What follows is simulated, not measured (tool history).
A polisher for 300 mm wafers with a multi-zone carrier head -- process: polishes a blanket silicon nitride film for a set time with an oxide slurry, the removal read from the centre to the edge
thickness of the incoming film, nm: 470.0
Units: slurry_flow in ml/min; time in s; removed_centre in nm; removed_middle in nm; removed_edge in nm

run,hour,slurry_flow,centre_zone,middle_zone,edge_zone,slurry_solids,time,removed_centre,removed_middle,removed_edge
1,0,170,1,1,1,1,86,45.688,46.188,46.218
2,6.1,170,0.98,1.01,1.04,1.15,88,50.241,51.082,52.202
3,12.3,170,0.98,1.01,1.04,1,88,46.038,46.751,48.757
4,13.2,170,0.91,1.01,1.04,1,88,42.958,46.815,47.011
5,14.7,155,0.9,1.03,1.08,1.15,91,47.375,54.368,54.336
6,20.6,155,0.9,1.03,1.08,1.05,91,45.133,49.913,50.536
7,28.6,170,0.9,1.03,1.11,1.15,91,48.196,54.546,54.866
8,36.7,155,0.9,1.02,1.13,1.25,92,50.098,55.584,58.027
9,43.8,160,0.89,1.02,1.15,1.3,93,50.536,59.174,60.053
10,50.3,155,0.9,1.01,1.16,1.35,95,53.002,59.543,63.095
11,54.6,165,0.9,1.01,1.17,1.4,95,54.514,61.741,63.98

Estimate the outcome of run 12 from the log above:
12,61.4,155,0.9,1.01,1.17,1.45,96,?,?,?

removed_centre: 55.744 nm
removed_middle: 62.466 nm
removed_edge: 65.398 nm
